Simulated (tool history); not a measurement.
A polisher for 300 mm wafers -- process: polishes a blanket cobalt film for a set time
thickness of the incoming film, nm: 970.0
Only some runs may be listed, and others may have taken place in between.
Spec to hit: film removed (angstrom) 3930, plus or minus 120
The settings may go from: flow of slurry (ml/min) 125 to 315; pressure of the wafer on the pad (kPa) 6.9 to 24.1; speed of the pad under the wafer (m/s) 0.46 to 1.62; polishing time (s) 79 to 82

run	hour	flow of slurry (ml/min)	pressure of the wafer on the pad (kPa)	speed of the pad under the wafer (m/s)	polishing time (s)	film removed (angstrom)
1	0	205	15.2	1.04	79	4369
2	4.2	200	14.5	1.04	79	4271.7
3	12.1	200	14.5	1.26	79	5080.9
4	14.5	230	14.5	1.26	79	5188.5
5	21.2	225	13.1	1.26	79	4884.1
6	25.7	215	11.7	1.26	79	4371.6
7	27.3	205	11	1.26	79	4217
8	28.3	200	11	1.26	79	4175
9	36.6	195	11	1.26	79	4155.2

5 next moves are on the table. One of them brings every result within its allowed miss. Which?
A	44.9	180	10.3	1.32	82	?
B	44.9	235	9.7	1.18	79	?
C	44.9	165	9	1.42	79	?
D	44.9	205	12.4	1.14	82	?
E	44.9	175	9.7	1.24	79	?

move	film removed (angstrom)
A	4271.8
B	3695.6
C	3943.5
D	4313.9
E	3674.6
A: misses by more than the last run did
B: the result that was furthest off in the last run now lies on the other side of its target
C: all results in spec
D: misses by more than the last run did
E: the result that was furthest off in the last run now lies on the other side of its target
Correct choice: C, which meets every target
